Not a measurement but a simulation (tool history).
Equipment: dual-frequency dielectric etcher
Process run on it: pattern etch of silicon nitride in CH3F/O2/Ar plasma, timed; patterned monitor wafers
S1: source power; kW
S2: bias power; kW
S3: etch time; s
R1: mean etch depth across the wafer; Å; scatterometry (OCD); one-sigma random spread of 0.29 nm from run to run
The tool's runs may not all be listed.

run  hour     S1     S2    S3      R1
  1   0.0  0.520  0.077  91.0  720.74
  2   1.2  0.500  0.076  91.0  700.89
  3   4.9  0.490  0.075  91.0  688.52
  4   9.9  0.570  0.075  91.0  746.43
  5  11.6  0.570  0.075  91.0  751.11
  6  20.4  0.540  0.074  91.0  724.97
  7  29.1  0.520  0.073  91.0  705.99
  8  30.4  0.510  0.073  91.0  693.96
  9  33.3  0.500  0.073  91.0  685.04

Run 10 is up next; what results do you expect?
 10  37.2  0.490  0.073  91.0   ?

For run 10 the tool returned R1 683.32 Å.
